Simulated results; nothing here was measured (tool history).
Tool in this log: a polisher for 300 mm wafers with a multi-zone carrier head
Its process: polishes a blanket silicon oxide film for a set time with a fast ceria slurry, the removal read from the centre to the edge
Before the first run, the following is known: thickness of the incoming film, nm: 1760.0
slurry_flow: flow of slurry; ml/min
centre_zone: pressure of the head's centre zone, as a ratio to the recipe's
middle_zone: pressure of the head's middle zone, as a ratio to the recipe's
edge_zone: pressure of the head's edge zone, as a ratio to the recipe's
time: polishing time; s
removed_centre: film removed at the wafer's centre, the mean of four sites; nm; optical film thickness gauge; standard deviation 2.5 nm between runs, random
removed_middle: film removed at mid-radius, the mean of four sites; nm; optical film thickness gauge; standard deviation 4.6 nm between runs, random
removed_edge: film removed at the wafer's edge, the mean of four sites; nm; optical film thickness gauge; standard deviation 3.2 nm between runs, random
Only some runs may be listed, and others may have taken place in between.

run  hour  slurry_flow  centre_zone  middle_zone  edge_zone  time  removed_centre  removed_middle  removed_edge
  1   0.0          120         1.00         1.00       1.00    55          527.89          545.90        535.67
  2   8.8          115         0.97         0.99       0.98    54          496.62          522.52        517.85
  3  11.9          115         1.01         0.99       0.98    54          512.45          518.15        524.01
  4  15.8          110         0.98         0.99       0.97    54          493.19          503.33        509.67
  5  18.5          110         0.98         0.99       0.97    66          607.73          628.42        617.89
  6  24.6          110         0.98         1.07       0.97    66          613.02          658.58        618.59

What does the tool deliver on the next run?
  7  26.8          105         0.96         1.06       0.96    64               ?               ?             ?

removed_centre: 566.02 nm
removed_middle: 638.86 nm
removed_edge: 600.96 nm
